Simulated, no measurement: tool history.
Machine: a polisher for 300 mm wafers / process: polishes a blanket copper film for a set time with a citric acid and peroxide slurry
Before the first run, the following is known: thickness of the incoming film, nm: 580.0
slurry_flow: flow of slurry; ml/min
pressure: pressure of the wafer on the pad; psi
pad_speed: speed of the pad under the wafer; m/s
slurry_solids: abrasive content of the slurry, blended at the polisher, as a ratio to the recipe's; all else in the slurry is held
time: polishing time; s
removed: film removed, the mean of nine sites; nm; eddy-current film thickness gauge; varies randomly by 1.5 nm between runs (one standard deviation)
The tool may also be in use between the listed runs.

{"run": 1, "day": 0.0, "slurry_flow": 195, "pressure": 3.5, "pad_speed": 1.2, "slurry_solids": 1.0, "time": 39, "removed": 144.15}
{"run": 2, "day": 0.104, "slurry_flow": 240, "pressure": 3.5, "pad_speed": 1.2, "slurry_solids": 1.0, "time": 39, "removed": 145.83}
{"run": 3, "day": 0.475, "slurry_flow": 240, "pressure": 3.5, "pad_speed": 1.34, "slurry_solids": 1.0, "time": 39, "removed": 161.57}
{"run": 4, "day": 0.554, "slurry_flow": 240, "pressure": 3.3, "pad_speed": 1.34, "slurry_solids": 1.0, "time": 39, "removed": 153.27}
{"run": 5, "day": 0.679, "slurry_flow": 240, "pressure": 3.3, "pad_speed": 1.34, "slurry_solids": 0.9, "time": 39, "removed": 149.81}
{"run": 6, "day": 0.792, "slurry_flow": 240, "pressure": 3.1, "pad_speed": 1.34, "slurry_solids": 0.9, "time": 39, "removed": 144.14}
{"run": 7, "day": 1.138, "slurry_flow": 240, "pressure": 2.9, "pad_speed": 1.34, "slurry_solids": 0.9, "time": 39, "removed": 136.87}

Predict the results of run 8:
{"run": 8, "day": 1.404, "slurry_flow": 240, "pressure": 2.8, "pad_speed": 1.34, "slurry_solids": 0.9, "time": 39, "removed": "?"}

removed: 133.04 nm
